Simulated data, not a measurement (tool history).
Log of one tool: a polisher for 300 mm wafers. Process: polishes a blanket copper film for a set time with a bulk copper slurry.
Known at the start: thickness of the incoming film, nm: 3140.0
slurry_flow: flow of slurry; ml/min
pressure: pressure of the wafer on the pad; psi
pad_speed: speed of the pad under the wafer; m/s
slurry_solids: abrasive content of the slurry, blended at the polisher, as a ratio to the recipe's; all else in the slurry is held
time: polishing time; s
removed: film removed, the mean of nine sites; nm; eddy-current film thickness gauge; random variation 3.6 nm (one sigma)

run  hour  slurry_flow  pressure  pad_speed  slurry_solids  time  removed
  1     0          230       3.3       1.38              1    50   807.66
  2   8.7          230       3.3       1.38            1.2    50   843.19
  3   9.9          255       3.3       1.38            1.2    50   859.31
  4  15.6          255       3.3       1.38           1.15    50   835.61
  5  20.9          255       3.3       1.38           1.15    52   876.93
  6  26.1          255       2.5       1.38           1.15    52    680.3
  7  32.2          255       2.2       1.32           1.15    52   589.39
  8    35          255         2       1.28           1.15    52   529.59
  9  38.5          245       1.5        1.2           1.15    52   398.98

The next listed run, before its measurement:
 10  42.2          255       1.5        1.2           1.15    52        ?

removed: 402.1 nm

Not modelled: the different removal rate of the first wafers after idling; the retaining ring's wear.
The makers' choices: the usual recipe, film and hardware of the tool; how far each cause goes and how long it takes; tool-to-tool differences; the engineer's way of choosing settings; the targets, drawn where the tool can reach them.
